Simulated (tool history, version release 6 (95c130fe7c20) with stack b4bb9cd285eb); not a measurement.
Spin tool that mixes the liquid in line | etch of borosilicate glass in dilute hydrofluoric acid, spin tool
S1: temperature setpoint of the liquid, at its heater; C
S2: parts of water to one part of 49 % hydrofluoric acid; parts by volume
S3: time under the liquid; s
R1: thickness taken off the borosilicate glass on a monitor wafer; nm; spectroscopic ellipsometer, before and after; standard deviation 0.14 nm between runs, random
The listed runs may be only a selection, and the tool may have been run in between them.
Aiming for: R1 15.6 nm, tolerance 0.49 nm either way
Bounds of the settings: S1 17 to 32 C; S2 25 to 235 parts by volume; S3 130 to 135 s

run    day    S1   S2   S3      R1
  1      0    24  130  130  31.564
  2  0.325    24  100  130  42.154
  3  0.608  23.5  110  130  36.821
  4  0.675    23  115  130  34.828
  5  0.721    20  115  130  30.339
  6  0.896  23.5  115  130  35.574
  7  1.079    23  120  130  33.041
  8  1.438    19  170  130  19.259
  9  1.746    18  180  130  16.801

Which one of the following 4 next-run settings gets every result inside its allowed miss? There is exactly one.
  A  2.054    19  190  135   ?
  B  2.054    18  200  135   ?
  C  2.054  21.5  185  130   ?
  D  2.054  19.5  185  130   ?

move      R1
   A  17.105
   B  15.469
   C   18.72
   D  17.339
A: the biggest miss grows against the last run
B: each result inside its tolerance
C: the biggest miss grows against the last run
D: the biggest miss grows against the last run
The right move is B.

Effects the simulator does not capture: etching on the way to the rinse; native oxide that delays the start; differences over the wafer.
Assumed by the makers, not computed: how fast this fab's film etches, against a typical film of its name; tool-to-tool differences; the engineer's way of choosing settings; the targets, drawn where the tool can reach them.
